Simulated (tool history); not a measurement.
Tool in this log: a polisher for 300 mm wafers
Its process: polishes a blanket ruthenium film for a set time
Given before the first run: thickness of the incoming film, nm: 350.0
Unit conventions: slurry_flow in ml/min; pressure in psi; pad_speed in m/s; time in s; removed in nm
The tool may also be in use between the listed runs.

{"run": 1, "hour": 0.0, "slurry_flow": 180, "pressure": 2.0, "pad_speed": 1.22, "time": 97, "removed": 106.96}
{"run": 2, "hour": 3.6, "slurry_flow": 180, "pressure": 1.8, "pad_speed": 1.18, "time": 97, "removed": 92.298}
{"run": 3, "hour": 4.9, "slurry_flow": 150, "pressure": 1.8, "pad_speed": 1.18, "time": 97, "removed": 92.526}
{"run": 4, "hour": 8.1, "slurry_flow": 150, "pressure": 1.8, "pad_speed": 1.48, "time": 97, "removed": 110.62}
{"run": 5, "hour": 14.0, "slurry_flow": 185, "pressure": 1.8, "pad_speed": 1.48, "time": 97, "removed": 116.91}
{"run": 6, "hour": 22.4, "slurry_flow": 180, "pressure": 1.6, "pad_speed": 1.38, "time": 97, "removed": 96.53}
{"run": 7, "hour": 26.5, "slurry_flow": 175, "pressure": 1.5, "pad_speed": 1.3, "time": 97, "removed": 86.338}
{"run": 8, "hour": 31.8, "slurry_flow": 170, "pressure": 1.4, "pad_speed": 1.24, "time": 97, "removed": 78.104}
{"hour": 40.7, "done": "worn pad replaced by a new one"}
{"run": 9, "hour": 40.7, "slurry_flow": 170, "pressure": 1.3, "pad_speed": 1.2, "time": 97, "removed": 72.496}

The next listed run, before its measurement:
{"run": 10, "hour": 43.1, "slurry_flow": 170, "pressure": 1.2, "pad_speed": 1.16, "time": 97, "removed": "?"}

Run 10 gave removed 65.404 nm.
